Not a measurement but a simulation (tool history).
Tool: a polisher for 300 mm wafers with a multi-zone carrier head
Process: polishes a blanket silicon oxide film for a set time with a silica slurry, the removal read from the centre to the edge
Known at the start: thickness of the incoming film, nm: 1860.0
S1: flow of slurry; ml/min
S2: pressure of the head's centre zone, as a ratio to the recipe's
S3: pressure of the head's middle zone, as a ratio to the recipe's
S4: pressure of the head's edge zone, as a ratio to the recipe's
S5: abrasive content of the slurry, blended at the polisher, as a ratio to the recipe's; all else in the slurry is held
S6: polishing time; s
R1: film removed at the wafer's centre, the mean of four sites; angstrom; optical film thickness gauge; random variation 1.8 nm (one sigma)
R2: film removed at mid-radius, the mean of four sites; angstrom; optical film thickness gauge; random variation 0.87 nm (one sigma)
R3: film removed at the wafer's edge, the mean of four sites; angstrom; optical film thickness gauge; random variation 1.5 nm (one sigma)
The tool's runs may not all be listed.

| run | hour | S1 | S2 | S3 | S4 | S5 | S6 | R1 | R2 | R3 |
|---|---|---|---|---|---|---|---|---|---|---|
| 1 | 0.0 | 260 | 1.00 | 1.00 | 1.00 | 1.00 | 56 | 1777.3 | 1736.6 | 1815.8 |
| 2 | 0.6 | 260 | 1.00 | 1.00 | 1.00 | 1.00 | 61 | 1925.2 | 1896.6 | 1910.7 |
| 3 | 5.1 | 260 | 1.00 | 1.04 | 1.00 | 1.00 | 61 | 1914.0 | 1923.4 | 1931.2 |
| 4 | 9.2 | 260 | 1.00 | 1.04 | 0.95 | 1.00 | 61 | 1897.6 | 1962.8 | 1896.9 |
| 5 | 11.0 | 260 | 1.00 | 1.04 | 0.95 | 1.00 | 50 | 1580.4 | 1626.6 | 1544.5 |
| 6 | 19.7 | 260 | 1.01 | 1.01 | 0.93 | 0.85 | 49 | 1392.6 | 1390.2 | 1352.1 |
| 7 | 28.0 | 260 | 1.02 | 0.99 | 0.90 | 0.80 | 49 | 1323.4 | 1317.8 | 1288.9 |
| 8 | 32.5 | 260 | 1.04 | 0.98 | 0.88 | 0.75 | 49 | 1313.6 | 1250.9 | 1257.1 |
| 9 | 35.7 | 260 | 1.05 | 0.98 | 0.86 | 0.70 | 49 | 1245.5 | 1173.5 | 1119.3 |
| 10 | 40.9 | 255 | 1.05 | 0.97 | 0.86 | 0.70 | 49 | 1229.9 | 1166.9 | 1163.9 |
| 11 | 46.4 | 250 | 1.06 | 0.97 | 0.85 | 0.70 | 49 | 1262.3 | 1160.3 | 1155.2 |
| 12 | 49.0 | 250 | 1.06 | 0.97 | 0.84 | 0.70 | 49 | 1235.5 | 1154.2 | 1135.3 |

Run 13 comes next. What will it give?
| 13 | 57.4 | 245 | 1.06 | 0.97 | 0.83 | 0.70 | 49 | ? | ? | ? |

Run 13 gave R1 1243.7 angstrom, R2 1154.8 angstrom, R3 1167.5 angstrom.

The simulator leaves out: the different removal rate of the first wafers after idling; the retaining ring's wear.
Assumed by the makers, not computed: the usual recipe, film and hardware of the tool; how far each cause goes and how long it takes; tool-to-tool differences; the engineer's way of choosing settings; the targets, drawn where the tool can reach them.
